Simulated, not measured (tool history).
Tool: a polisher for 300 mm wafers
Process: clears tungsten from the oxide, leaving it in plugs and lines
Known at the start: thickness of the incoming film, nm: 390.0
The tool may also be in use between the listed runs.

run,day,flow of slurry (ml/min),pressure of the wafer on the pad (psi),speed of the pad under the wafer (cm/s),abrasive content of the slurry,overpolish time after the end point (s),time until the end point was called (s)
1,0,150,3.8,136,1,14,62.164
2,0.192,150,3.8,136,1,11,63.435
3,0.442,120,3.8,136,1,11,64.187
4,0.617,120,3.5,136,1,11,72.247
5,0.688,145,3.5,136,1,11,68.106
6,0.942,145,3.5,154,1,11,60.771
7,1.262,140,3.2,154,1,11,67.054
8,1.529,135,3,154,1,11,72.202
9,1.625,120,2.4,152,1,11,92.389
10,1.654,125,2.4,152,1,11,91.737

Run 11 comes next. What will it give?
11,1.783,130,2.4,152,1,11,?

{"run 11": {"time until the end point was called (s)": 91.471}}
